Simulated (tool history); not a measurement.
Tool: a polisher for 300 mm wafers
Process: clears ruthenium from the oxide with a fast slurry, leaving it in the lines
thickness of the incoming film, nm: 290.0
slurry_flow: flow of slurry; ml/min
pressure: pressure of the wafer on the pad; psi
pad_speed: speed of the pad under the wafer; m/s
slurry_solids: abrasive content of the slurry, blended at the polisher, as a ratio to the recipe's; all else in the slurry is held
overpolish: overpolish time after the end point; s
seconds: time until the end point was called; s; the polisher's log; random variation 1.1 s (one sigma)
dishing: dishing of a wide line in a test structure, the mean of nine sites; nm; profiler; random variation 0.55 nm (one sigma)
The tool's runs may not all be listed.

run	hour	slurry_flow	pressure	pad_speed	slurry_solids	overpolish	seconds	dishing
1	0.0	245	2.8	0.82	1.0	13	74.766	36.830
2	8.6	245	2.6	0.82	1.0	13	79.094	34.558
3	10.0	245	2.4	0.82	1.0	13	86.407	30.615
4	18.3	245	2.8	0.82	1.0	13	74.101	36.621
# hour 27.0: slurry nozzle cleaned
5	27.0	190	2.8	0.82	1.0	13	74.686	34.256
6	29.0	190	2.6	0.82	1.0	13	79.344	34.312
7	34.1	190	2.4	0.82	1.0	13	87.656	30.647
8	39.6	190	2.3	0.82	1.0	13	88.219	30.834

The next listed run, before its measurement:
9	41.7	190	2.2	0.82	1.0	13	?	?

Run 9 gave seconds 91.927 s, dishing 29.735 nm.

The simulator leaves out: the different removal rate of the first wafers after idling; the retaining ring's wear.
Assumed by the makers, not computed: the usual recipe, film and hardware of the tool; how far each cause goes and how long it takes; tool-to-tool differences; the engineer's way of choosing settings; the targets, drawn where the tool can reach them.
